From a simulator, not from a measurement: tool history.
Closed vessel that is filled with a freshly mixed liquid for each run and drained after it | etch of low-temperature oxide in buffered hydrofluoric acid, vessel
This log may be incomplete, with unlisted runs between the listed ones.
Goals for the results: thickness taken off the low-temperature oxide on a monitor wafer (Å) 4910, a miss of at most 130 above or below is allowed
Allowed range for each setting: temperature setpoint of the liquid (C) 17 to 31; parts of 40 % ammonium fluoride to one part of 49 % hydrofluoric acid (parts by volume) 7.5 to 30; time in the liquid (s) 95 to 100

| run | hour | temperature setpoint of the liquid (C) | parts of 40 % ammonium fluoride to one part of 49 % hydrofluoric acid (parts by volume) | time in the liquid (s) | thickness taken off the low-temperature oxide on a monitor wafer (Å) |
|---|---|---|---|---|---|
| 1 | 0 | 23 | 21 | 95 | 1886.6 |
| 2 | 8.1 | 25.5 | 21 | 95 | 2158.8 |
| 3 | 13.9 | 27.5 | 16.5 | 95 | 2981.4 |
| 4 | 20.7 | 27.5 | 19 | 95 | 2609.6 |
| 5 | 24.9 | 27.5 | 19 | 100 | 2754.8 |
| 6 | 31.1 | 27.5 | 14 | 100 | 3710.4 |
| 7 | 40.4 | 28.5 | 13 | 100 | 4199 |
| 8 | 46.6 | 28.5 | 13 | 100 | 4231.4 |
| 9 | 54.9 | 29.5 | 13 | 100 | 4451.3 |
| 10 | 61.1 | 30 | 13 | 100 | 4560.2 |
| 11 | 65.6 | 30 | 13 | 100 | 4540.6 |
| 12 | 67.2 | 30.5 | 13 | 100 | 4659.7 |

Which one of the following 4 next-run settings gets every result inside its allowed miss? There is exactly one.
| A | 68.8 | 30.5 | 13.5 | 100 | ? |
| B | 68.8 | 29.5 | 11 | 95 | ? |
| C | 68.8 | 31 | 13 | 95 | ? |
| D | 68.8 | 31 | 13.5 | 100 | ? |

| move | thickness taken off the low-temperature oxide on a monitor wafer (Å) |
|---|---|
| A | 4503.2 |
| B | 4957.3 |
| C | 4556.4 |
| D | 4622.5 |
A: lands further from the targets than the last run did
B: all results in spec
C: lands further from the targets than the last run did
D: lands further from the targets than the last run did
B meets every target.
